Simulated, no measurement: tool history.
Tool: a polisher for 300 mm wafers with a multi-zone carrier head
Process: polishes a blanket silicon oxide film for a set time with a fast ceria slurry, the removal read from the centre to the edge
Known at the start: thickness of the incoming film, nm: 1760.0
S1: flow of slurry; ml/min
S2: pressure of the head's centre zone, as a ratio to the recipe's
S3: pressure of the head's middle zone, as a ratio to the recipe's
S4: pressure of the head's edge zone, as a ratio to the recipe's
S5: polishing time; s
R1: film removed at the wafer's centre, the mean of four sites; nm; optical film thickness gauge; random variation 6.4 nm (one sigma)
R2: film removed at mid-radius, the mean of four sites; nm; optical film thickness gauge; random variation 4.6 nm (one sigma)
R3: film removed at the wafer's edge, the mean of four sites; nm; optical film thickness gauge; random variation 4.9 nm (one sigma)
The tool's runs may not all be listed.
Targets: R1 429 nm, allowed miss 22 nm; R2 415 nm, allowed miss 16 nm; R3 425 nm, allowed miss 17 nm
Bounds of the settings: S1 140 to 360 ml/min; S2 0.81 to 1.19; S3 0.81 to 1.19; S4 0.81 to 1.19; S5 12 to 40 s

run,hour,S1,S2,S3,S4,S5,R1,R2,R3
1,0,230,1,1,1,26,443.52,448.14,458.74
2,4.6,230,1,1.09,1,26,442.24,488.5,466.16
3,6.1,255,1,1.09,1,26,445.18,483.74,463.7
4,14.2,255,1,1.09,1,28,489.98,521.54,494.58
# hour 21.3: worn pad replaced by a new one
5,21.3,255,1,1.09,1,33,665.93,710.02,663.15
6,23,255,1,1.04,1,33,650.59,681.31,672.34
7,30.7,240,1.04,0.95,0.9,26,527.56,499.98,495.79
8,36.1,230,1.04,0.96,0.92,25,513.65,471.12,482.01

Which of these 4 next moves meets every target?
A,41.5,185,0.85,0.83,1.12,27,?,?,?
B,41.5,195,0.98,0.93,0.87,23,?,?,?
C,41.5,335,1.06,1.09,0.81,24,?,?,?
D,41.5,205,1.04,0.96,0.97,24,?,?,?

move,R1,R2,R3
A,438.37,431.36,555.42
B,422.51,407.3,421.35
C,506.81,519.83,447.15
D,466.88,439.86,465.01
A: brings the result that was furthest off to its target, and leaves another outside
B: meets every target
C: further off than the last run
D: nearer than the last run, and not there yet
Answer: B
